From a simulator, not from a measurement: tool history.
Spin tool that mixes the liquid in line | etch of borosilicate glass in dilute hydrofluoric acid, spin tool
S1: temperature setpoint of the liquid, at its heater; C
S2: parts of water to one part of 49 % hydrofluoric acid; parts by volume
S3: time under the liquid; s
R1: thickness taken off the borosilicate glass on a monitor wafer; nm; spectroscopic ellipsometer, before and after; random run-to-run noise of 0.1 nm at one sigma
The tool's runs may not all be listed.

{"run": 1, "hour": 0.0, "S1": 21.0, "S2": 105, "S3": 125, "R1": 24.643}
{"run": 2, "hour": 7.4, "S1": 19.5, "S2": 105, "S3": 125, "R1": 23.034}
{"run": 3, "hour": 10.8, "S1": 19.0, "S2": 115, "S3": 125, "R1": 20.464}
{"run": 4, "hour": 12.5, "S1": 19.0, "S2": 115, "S3": 125, "R1": 20.472}
{"run": 5, "hour": 18.6, "S1": 19.0, "S2": 115, "S3": 125, "R1": 20.281}
{"run": 6, "hour": 19.6, "S1": 18.5, "S2": 125, "S3": 125, "R1": 18.201}
{"run": 7, "hour": 25.5, "S1": 18.0, "S2": 130, "S3": 125, "R1": 17.053}
{"run": 8, "hour": 34.5, "S1": 17.5, "S2": 135, "S3": 125, "R1": 15.731}
{"run": 9, "hour": 36.2, "S1": 17.5, "S2": 140, "S3": 125, "R1": 15.407}

The next listed run, before its measurement:
{"run": 10, "hour": 41.9, "S1": 17.5, "S2": 145, "S3": 125, "R1": "?"}

{"run 10": {"R1": 14.935}}
